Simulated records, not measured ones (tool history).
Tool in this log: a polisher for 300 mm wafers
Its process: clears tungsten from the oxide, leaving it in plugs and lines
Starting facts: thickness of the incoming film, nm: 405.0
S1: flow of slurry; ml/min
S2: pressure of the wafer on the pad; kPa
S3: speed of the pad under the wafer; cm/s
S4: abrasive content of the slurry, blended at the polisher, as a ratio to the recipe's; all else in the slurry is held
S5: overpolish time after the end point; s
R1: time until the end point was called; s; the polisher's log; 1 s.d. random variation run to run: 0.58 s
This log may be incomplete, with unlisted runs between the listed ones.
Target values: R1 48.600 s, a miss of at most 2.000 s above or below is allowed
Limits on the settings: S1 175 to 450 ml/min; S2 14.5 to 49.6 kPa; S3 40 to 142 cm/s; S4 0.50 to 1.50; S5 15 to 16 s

run,hour,S1,S2,S3,S4,S5,R1
1,0.0,290,31.7,90,1.00,15,69.866
2,6.0,345,31.7,90,1.00,15,69.609
3,13.8,345,31.7,90,0.80,15,74.043
4,17.2,345,31.7,90,1.00,15,69.940
5,20.2,345,31.7,90,1.00,15,68.834
6,24.5,345,34.5,90,1.00,15,64.868
7,30.5,345,37.2,90,1.00,15,59.217
8,39.1,345,38.6,90,1.00,15,58.582
9,41.0,345,40.0,90,1.00,15,56.183
10,43.4,345,41.4,90,1.00,15,53.213
11,46.0,345,42.1,90,1.00,15,54.288
12,53.2,345,42.7,90,1.00,15,52.273
13,60.4,345,43.4,90,1.00,15,52.154

Which one of the following 4 next-run settings gets every result inside its allowed miss? There is exactly one.
A,67.6,350,33.8,104,1.15,16,?
B,67.6,365,44.1,98,0.90,15,?
C,67.6,370,40.7,90,1.10,15,?
D,67.6,340,43.4,74,0.90,16,?

move,R1
A,56.981
B,48.776
C,53.963
D,62.476
A: the biggest miss grows against the last run
B: meets every target
C: the biggest miss grows against the last run
D: the biggest miss grows against the last run
The move that meets every target is B.
